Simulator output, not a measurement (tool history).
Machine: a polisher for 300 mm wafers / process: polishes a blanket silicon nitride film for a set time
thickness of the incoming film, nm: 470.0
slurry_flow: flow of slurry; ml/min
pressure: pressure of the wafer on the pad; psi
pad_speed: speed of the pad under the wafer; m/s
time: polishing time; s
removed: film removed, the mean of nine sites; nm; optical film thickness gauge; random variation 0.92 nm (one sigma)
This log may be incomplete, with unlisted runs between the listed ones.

Run 1, hour 0: slurry_flow 190 ml/min, pressure 4.5 psi, pad_speed 0.96 m/s, time 54 s. Result: removed 92.313 nm.
Run 2, hour 4.5: slurry_flow 190 ml/min, pressure 5.6 psi, pad_speed 0.96 m/s, time 54 s. Result: removed 114.42 nm.
Run 3, hour 6.8: slurry_flow 190 ml/min, pressure 5.6 psi, pad_speed 0.96 m/s, time 56 s. Result: removed 119.06 nm.
Run 4, hour 10.5: slurry_flow 190 ml/min, pressure 5.6 psi, pad_speed 0.74 m/s, time 56 s. Result: removed 97.171 nm.
Run 5, hour 12.3: slurry_flow 190 ml/min, pressure 5.6 psi, pad_speed 0.58 m/s, time 56 s. Result: removed 80.702 nm.
Run 6, hour 18.9: slurry_flow 190 ml/min, pressure 5.5 psi, pad_speed 0.58 m/s, time 56 s. Result: removed 79.92 nm.
At hour 22.5: head pressure recalibrated.
Run 7, hour 22.5: slurry_flow 190 ml/min, pressure 5.4 psi, pad_speed 0.58 m/s, time 56 s. Result: removed 83.796 nm.
Run 8, hour 29: slurry_flow 190 ml/min, pressure 5.4 psi, pad_speed 0.58 m/s, time 56 s. Result: removed 85.311 nm.
Run 9, hour 34.1: slurry_flow 190 ml/min, pressure 5.2 psi, pad_speed 0.56 m/s, time 56 s. Result: removed 80.819 nm.
Run 10, hour 42.4: slurry_flow 190 ml/min, pressure 5.2 psi, pad_speed 0.56 m/s, time 56 s. Result: removed 81.62 nm.

Run 11 comes next. What will it give?
Run 11, hour 46.9: slurry_flow 190 ml/min, pressure 5 psi, pad_speed 0.54 m/s, time 56 s. Result: removed ?.

Run 11 produced removed 74.478 nm.
